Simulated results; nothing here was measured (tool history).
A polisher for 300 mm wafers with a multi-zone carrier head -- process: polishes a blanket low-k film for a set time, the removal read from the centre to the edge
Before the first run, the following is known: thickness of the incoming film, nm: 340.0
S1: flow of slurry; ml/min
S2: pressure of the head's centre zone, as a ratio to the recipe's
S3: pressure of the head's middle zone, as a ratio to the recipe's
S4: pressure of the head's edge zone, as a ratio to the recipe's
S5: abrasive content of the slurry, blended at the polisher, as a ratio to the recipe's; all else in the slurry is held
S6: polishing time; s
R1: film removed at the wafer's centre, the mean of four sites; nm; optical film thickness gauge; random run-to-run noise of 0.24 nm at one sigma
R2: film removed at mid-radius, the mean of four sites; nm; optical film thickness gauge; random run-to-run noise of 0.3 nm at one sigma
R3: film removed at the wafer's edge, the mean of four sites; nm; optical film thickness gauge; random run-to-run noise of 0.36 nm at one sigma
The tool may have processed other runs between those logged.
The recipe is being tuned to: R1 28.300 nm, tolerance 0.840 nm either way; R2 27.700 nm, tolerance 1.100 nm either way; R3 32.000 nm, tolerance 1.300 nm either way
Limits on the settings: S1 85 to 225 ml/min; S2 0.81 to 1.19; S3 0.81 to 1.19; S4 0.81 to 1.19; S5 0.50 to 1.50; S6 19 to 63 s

run 1 hour=0.0 | S1=145 S2=1.00 S3=1.00 S4=1.00 S5=1.00 S6=41 | R1=22.327 R2=22.887 R3=21.196
run 2 hour=4.5 | S1=145 S2=0.99 S3=0.99 S4=1.02 S5=1.05 S6=41 | R1=22.905 R2=23.083 R3=22.722
run 3 hour=7.2 | S1=145 S2=0.99 S3=1.07 S4=1.02 S5=1.05 S6=41 | R1=22.716 R2=24.728 R3=22.553
run 4 hour=12.8 | S1=145 S2=0.99 S3=1.07 S4=0.97 S5=1.05 S6=41 | R1=22.809 R2=24.369 R3=22.237
run 5 hour=14.7 | S1=145 S2=0.98 S3=1.05 S4=0.99 S5=1.10 S6=41 | R1=23.832 R2=24.702 R3=22.744
run 6 hour=19.7 | S1=145 S2=0.98 S3=1.05 S4=0.99 S5=1.20 S6=41 | R1=24.409 R2=25.498 R3=23.673
run 7 hour=20.8 | S1=145 S2=0.97 S3=1.03 S4=1.01 S5=1.25 S6=41 | R1=25.193 R2=26.067 R3=24.793
run 8 hour=28.2 | S1=150 S2=0.96 S3=1.01 S4=1.03 S5=1.25 S6=41 | R1=24.855 R2=25.932 R3=25.610
run 9 hour=32.6 | S1=155 S2=0.96 S3=1.00 S4=1.05 S5=1.25 S6=41 | R1=25.007 R2=25.630 R3=25.556
run 10 hour=41.4 | S1=155 S2=0.96 S3=0.99 S4=1.06 S5=1.30 S6=41 | R1=25.640 R2=25.568 R3=26.100
run 11 hour=45.5 | S1=160 S2=0.95 S3=0.99 S4=1.07 S5=1.30 S6=41 | R1=25.545 R2=26.119 R3=25.943
run 12 hour=53.8 | S1=155 S2=0.95 S3=0.99 S4=1.08 S5=1.30 S6=41 | R1=25.689 R2=25.991 R3=26.651
run 13 hour=61.6 | S1=155 S2=0.95 S3=0.99 S4=1.09 S5=1.30 S6=41 | R1=24.928 R2=26.111 R3=26.546
-- hour=64.4 edge zone pressure recalibrated
run 14 hour=64.4 | S1=155 S2=0.95 S3=0.98 S4=1.10 S5=1.30 S6=41 | R1=24.846 R2=25.486 R3=27.648
run 15 hour=66.2 | S1=155 S2=0.95 S3=0.98 S4=1.11 S5=1.30 S6=41 | R1=25.347 R2=25.158 R3=27.945
run 16 hour=70.4 | S1=155 S2=0.95 S3=0.99 S4=1.12 S5=1.30 S6=41 | R1=25.457 R2=25.824 R3=28.511
run 17 hour=76.9 | S1=155 S2=0.95 S3=0.99 S4=1.12 S5=1.30 S6=41 | R1=25.269 R2=26.369 R3=28.480
run 18 hour=83.6 | S1=155 S2=0.96 S3=0.99 S4=1.13 S5=1.30 S6=41 | R1=25.679 R2=25.966 R3=27.910
run 19 hour=87.1 | S1=155 S2=0.96 S3=0.99 S4=1.13 S5=1.30 S6=41 | R1=25.538 R2=26.616 R3=28.502
run 20 hour=95.7 | S1=195 S2=0.96 S3=0.92 S4=1.19 S5=1.40 S6=41 | R1=27.329 R2=26.257 R3=30.673

Exactly one of the 5 candidate moves below puts every result within its allowed miss. Which one?
run A hour=104.3 | S1=195 S2=0.95 S3=1.12 S4=1.10 S5=1.35 S6=40 | R1=? R2=? R3=?
run B hour=104.3 | S1=85 S2=0.95 S3=1.01 S4=1.19 S5=1.30 S6=49 | R1=? R2=? R3=?
run C hour=104.3 | S1=200 S2=1.05 S3=0.85 S4=1.09 S5=1.40 S6=39 | R1=? R2=? R3=?
run D hour=104.3 | S1=225 S2=0.91 S3=0.90 S4=1.16 S5=1.45 S6=42 | R1=? R2=? R3=?
run E hour=104.3 | S1=185 S2=1.04 S3=0.97 S4=1.13 S5=1.40 S6=38 | R1=? R2=? R3=?

move=A R1=26.473 R2=29.029 R3=28.237
move=B R1=26.606 R2=27.515 R3=31.718
move=C R1=28.404 R2=23.331 R3=28.031
move=D R1=28.337 R2=27.061 R3=31.992
move=E R1=27.157 R2=24.857 R3=27.553
A: moves the result that the last run missed by most past its target, out the other side
B: puts the biggest miss on target and leaves a different result outside tolerance
C: further off than the last run
D: in spec on every target
E: further off than the last run
Correct choice: D, which meets every target
